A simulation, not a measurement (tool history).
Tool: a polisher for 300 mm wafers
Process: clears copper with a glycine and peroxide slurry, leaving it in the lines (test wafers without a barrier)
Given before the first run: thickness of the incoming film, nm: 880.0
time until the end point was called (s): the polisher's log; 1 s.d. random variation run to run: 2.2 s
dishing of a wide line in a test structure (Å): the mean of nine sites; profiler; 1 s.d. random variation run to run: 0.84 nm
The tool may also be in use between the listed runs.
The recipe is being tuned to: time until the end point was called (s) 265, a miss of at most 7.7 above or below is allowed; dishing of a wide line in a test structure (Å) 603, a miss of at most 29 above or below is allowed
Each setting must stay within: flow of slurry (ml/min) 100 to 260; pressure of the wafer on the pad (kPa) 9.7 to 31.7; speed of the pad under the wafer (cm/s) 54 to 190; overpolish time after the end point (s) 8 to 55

| run | hour | flow of slurry (ml/min) | pressure of the wafer on the pad (kPa) | speed of the pad under the wafer (cm/s) | overpolish time after the end point (s) | time until the end point was called (s) | dishing of a wide line in a test structure (Å) |
|---|---|---|---|---|---|---|---|
| 1 | 0 | 165 | 20.7 | 122 | 28 | 134.8 | 899.68 |
| 2 | 1.1 | 165 | 20.7 | 138 | 28 | 123.88 | 965.26 |
| 3 | 5.4 | 165 | 23.4 | 138 | 28 | 109.1 | 1034.8 |
| 4 | 6.5 | 165 | 23.4 | 118 | 28 | 125.49 | 995.01 |
| 5 | 10.9 | 155 | 19.3 | 110 | 29 | 155.17 | 841.94 |
| 6 | 19.1 | 155 | 19.3 | 132 | 29 | 134.23 | 909.82 |
| 7 | 27.2 | 150 | 16.5 | 118 | 30 | 166.09 | 779.97 |
| 8 | 35.6 | 145 | 14.5 | 110 | 32 | 195.33 | 727.01 |
| 9 | 37.8 | 140 | 13.1 | 106 | 33 | 221.24 | 685.1 |
| 10 | 39.9 | 135 | 12.4 | 106 | 33 | 228.84 | 659.29 |
| 11 | 46.9 | 130 | 11.7 | 106 | 33 | 243.75 | 628.11 |
| 12 | 54.4 | 120 | 11.7 | 106 | 33 | 245.33 | 641.44 |
| 13 | 59.6 | 115 | 11.7 | 106 | 33 | 245.11 | 630.03 |

Which of these 4 next moves meets every target?
| A | 64.8 | 120 | 11 | 94 | 40 | ? | ? |
| B | 64.8 | 165 | 9.7 | 112 | 34 | ? | ? |
| C | 64.8 | 130 | 13.8 | 96 | 30 | ? | ? |
| D | 64.8 | 110 | 11.7 | 96 | 40 | ? | ? |

| move | time until the end point was called (s) | dishing of a wide line in a test structure (Å) |
|---|---|---|
| A | 277.01 | 671.84 |
| B | 263.74 | 606.19 |
| C | 228.85 | 633.19 |
| D | 264.91 | 696.7 |
A: takes the result that was furthest off past its target
B: meets every target
C: moves away from the targets compared with the last run
D: brings the last run's worst result on target, with another outside its allowed miss
So the answer is move B, the one that meets all the targets.
